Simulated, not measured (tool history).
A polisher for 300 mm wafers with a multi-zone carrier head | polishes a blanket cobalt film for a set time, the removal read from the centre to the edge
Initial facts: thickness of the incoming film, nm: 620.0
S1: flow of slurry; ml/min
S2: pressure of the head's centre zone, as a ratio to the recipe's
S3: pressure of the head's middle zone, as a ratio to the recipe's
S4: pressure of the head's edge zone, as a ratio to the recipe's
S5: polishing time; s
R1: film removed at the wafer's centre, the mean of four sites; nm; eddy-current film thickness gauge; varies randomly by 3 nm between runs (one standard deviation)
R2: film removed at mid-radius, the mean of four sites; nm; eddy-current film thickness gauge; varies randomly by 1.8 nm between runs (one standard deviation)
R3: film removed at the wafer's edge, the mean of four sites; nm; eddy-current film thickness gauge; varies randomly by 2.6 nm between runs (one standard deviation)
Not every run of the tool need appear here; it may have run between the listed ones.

run,hour,S1,S2,S3,S4,S5,R1,R2,R3
1,0,155,1,1,1,32,198.37,193.65,193.35
2,6,155,1,1,1,26,160.65,157.09,157.94
3,9.1,155,1,1,1,22,135.78,133.94,132.44
4,12.5,155,0.97,1,1,22,133.34,131.43,132.77
5,20.6,165,1,0.98,1.05,27,170.34,162.2,169.56
6,24.6,165,1,0.98,1.05,20,126.62,120.22,125.86
7,32.4,170,1.01,0.97,1.08,25,157.6,148.64,160.89
# hour 39.6: worn pad replaced by a new one
8,39.6,170,1.01,0.97,1.08,25,175.43,163.69,177.41
9,42.2,185,1.03,0.98,1.11,26,189.57,172.85,189.2
10,46.5,185,1.03,0.98,1.11,26,187.97,174.73,187.53

Forecast run 11:
11,55,195,1.04,0.98,1.13,28,?,?,?

{"run 11": {"R1": 206.72, "R2": 190.43, "R3": 205.04}}
